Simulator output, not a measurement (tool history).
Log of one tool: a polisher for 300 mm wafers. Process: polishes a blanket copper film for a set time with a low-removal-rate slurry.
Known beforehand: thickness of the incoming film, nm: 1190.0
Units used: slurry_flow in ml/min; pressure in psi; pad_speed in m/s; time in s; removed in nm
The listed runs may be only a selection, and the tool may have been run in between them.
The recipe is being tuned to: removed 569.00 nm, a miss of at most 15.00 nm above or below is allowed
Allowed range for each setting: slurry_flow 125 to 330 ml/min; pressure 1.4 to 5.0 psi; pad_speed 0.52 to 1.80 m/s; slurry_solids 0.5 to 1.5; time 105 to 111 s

Run 1, hour 0.0: slurry_flow 210 ml/min, pressure 3.2 psi, pad_speed 1.16 m/s, slurry_solids 1.0, time 105 s. Result: removed 341.56 nm.
Run 2, hour 7.7: slurry_flow 155 ml/min, pressure 3.2 psi, pad_speed 1.16 m/s, slurry_solids 1.0, time 105 s. Result: removed 328.86 nm.
Run 3, hour 15.9: slurry_flow 155 ml/min, pressure 3.2 psi, pad_speed 1.16 m/s, slurry_solids 1.0, time 111 s. Result: removed 347.32 nm.
Run 4, hour 24.4: slurry_flow 155 ml/min, pressure 3.2 psi, pad_speed 1.06 m/s, slurry_solids 1.0, time 111 s. Result: removed 317.87 nm.
Run 5, hour 33.0: slurry_flow 165 ml/min, pressure 3.4 psi, pad_speed 1.06 m/s, slurry_solids 1.0, time 111 s. Result: removed 340.11 nm.
Run 6, hour 37.3: slurry_flow 175 ml/min, pressure 3.6 psi, pad_speed 1.06 m/s, slurry_solids 1.0, time 111 s. Result: removed 364.72 nm.
Run 7, hour 44.5: slurry_flow 185 ml/min, pressure 3.8 psi, pad_speed 1.06 m/s, slurry_solids 1.0, time 111 s. Result: removed 384.51 nm.
Run 8, hour 49.2: slurry_flow 190 ml/min, pressure 3.9 psi, pad_speed 1.06 m/s, slurry_solids 1.0, time 111 s. Result: removed 398.29 nm.
Run 9, hour 53.1: slurry_flow 195 ml/min, pressure 4.0 psi, pad_speed 1.06 m/s, slurry_solids 1.0, time 111 s. Result: removed 409.80 nm.
Run 10, hour 58.6: slurry_flow 215 ml/min, pressure 4.9 psi, pad_speed 1.08 m/s, slurry_solids 1.0, time 111 s. Result: removed 509.66 nm.
Run 11, hour 64.9: slurry_flow 220 ml/min, pressure 4.9 psi, pad_speed 1.10 m/s, slurry_solids 1.0, time 111 s. Result: removed 520.75 nm.

Of the 4 settings listed for the next run, only one would bring every result within its allowed miss of target. Which one?
Run A, hour 71.2: slurry_flow 185 ml/min, pressure 4.9 psi, pad_speed 1.12 m/s, slurry_solids 1.1, time 111 s. Result: removed ?.
Run B, hour 71.2: slurry_flow 240 ml/min, pressure 5.0 psi, pad_speed 1.16 m/s, slurry_solids 1.0, time 106 s. Result: removed ?.
Run C, hour 71.2: slurry_flow 230 ml/min, pressure 4.4 psi, pad_speed 1.36 m/s, slurry_solids 0.9, time 111 s. Result: removed ?.
Run D, hour 71.2: slurry_flow 240 ml/min, pressure 5.0 psi, pad_speed 1.04 m/s, slurry_solids 1.1, time 111 s. Result: removed ?.

move  removed
   A   536.99
   B   542.52
   C   567.92
   D   523.17
A: closes in on the targets versus the last run, not all within tolerance yet
B: closes in on the targets versus the last run, not all within tolerance yet
C: every result lands within tolerance
D: closes in on the targets versus the last run, not all within tolerance yet
Answer: C
